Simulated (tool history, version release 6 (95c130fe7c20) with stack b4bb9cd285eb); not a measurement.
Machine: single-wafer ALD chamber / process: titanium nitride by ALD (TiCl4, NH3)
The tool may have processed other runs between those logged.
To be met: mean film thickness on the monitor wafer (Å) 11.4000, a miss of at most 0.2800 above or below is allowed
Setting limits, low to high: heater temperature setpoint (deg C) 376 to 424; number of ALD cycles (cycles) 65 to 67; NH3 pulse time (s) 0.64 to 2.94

| run | day | heater temperature setpoint (deg C) | number of ALD cycles (cycles) | NH3 pulse time (s) | mean film thickness on the monitor wafer (Å) |
|---|---|---|---|---|---|
| 1 | 0.000 | 400 | 65 | 1.79 | 12.6020 |
| 2 | 0.246 | 394 | 65 | 1.49 | 12.4400 |
| 3 | 0.492 | 389 | 65 | 1.27 | 12.1510 |
| 4 | 0.679 | 382 | 65 | 1.27 | 12.0180 |
| 5 | 0.808 | 382 | 65 | 1.69 | 12.3590 |
| 6 | 1.004 | 382 | 65 | 1.69 | 12.4100 |
| 7 | 1.188 | 380 | 65 | 1.41 | 12.0930 |
| 8 | 1.475 | 379 | 65 | 1.21 | 11.8720 |
| 9 | 1.617 | 376 | 65 | 0.64 | 9.3017 |
| 10 | 1.679 | 382 | 66 | 0.72 | 10.6340 |
| 11 | 1.933 | 384 | 66 | 0.73 | 10.7370 |
| 12 | 2.079 | 386 | 66 | 0.74 | 10.9540 |
| 13 | 2.192 | 387 | 66 | 0.74 | 10.9500 |
| 14 | 2.508 | 388 | 66 | 0.74 | 10.9420 |
| 15 | 2.817 | 389 | 66 | 0.74 | 11.0340 |

5 candidate next runs follow, results not yet known. Just one meets every target within its allowed miss. Identify it.
| A | 3.125 | 405 | 67 | 0.82 | ? |
| B | 3.125 | 392 | 67 | 1.00 | ? |
| C | 3.125 | 386 | 65 | 0.78 | ? |
| D | 3.125 | 380 | 67 | 1.17 | ? |
| E | 3.125 | 393 | 65 | 0.86 | ? |

| move | mean film thickness on the monitor wafer (Å) |
|---|---|
| A | 12.0170 |
| B | 12.1840 |
| C | 10.9670 |
| D | 12.2150 |
| E | 11.4970 |
A: takes the result that was furthest off past its target
B: takes the result that was furthest off past its target
C: the biggest miss grows against the last run
D: takes the result that was furthest off past its target
E: every result within its allowed miss
E is the move that brings every result within its allowed miss.
